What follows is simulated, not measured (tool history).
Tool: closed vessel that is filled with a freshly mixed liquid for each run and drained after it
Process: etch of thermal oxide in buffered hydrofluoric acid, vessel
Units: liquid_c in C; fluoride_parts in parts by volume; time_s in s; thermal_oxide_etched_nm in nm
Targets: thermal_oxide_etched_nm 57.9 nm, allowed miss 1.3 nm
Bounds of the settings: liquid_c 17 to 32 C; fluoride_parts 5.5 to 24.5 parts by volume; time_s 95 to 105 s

run,hour,liquid_c,fluoride_parts,time_s,thermal_oxide_etched_nm
1,0,24,15,95,71.078
2,9.1,23.5,15,95,68.634
3,15.9,23,15,95,66.543
4,23.7,22.5,15,95,65.656
5,28.9,22.5,15,105,72.211
6,31.2,20,15,105,62.718
7,40.4,19.5,15,105,60.643
8,46.5,19,15,105,59.206

Which of these 5 next moves meets every target?
A,52.6,17.5,13.5,100,?
B,52.6,20,17,105,?
C,52.6,19.5,15,105,?
D,52.6,17.5,13.5,95,?
E,52.6,21,16.5,95,?

move,thermal_oxide_etched_nm
A,56.691
B,54.647
C,60.105
D,53.857
E,53.847
A: meets every target
B: takes the result that was furthest off past its target
C: further off than the last run
D: takes the result that was furthest off past its target
E: takes the result that was furthest off past its target
Answer: A

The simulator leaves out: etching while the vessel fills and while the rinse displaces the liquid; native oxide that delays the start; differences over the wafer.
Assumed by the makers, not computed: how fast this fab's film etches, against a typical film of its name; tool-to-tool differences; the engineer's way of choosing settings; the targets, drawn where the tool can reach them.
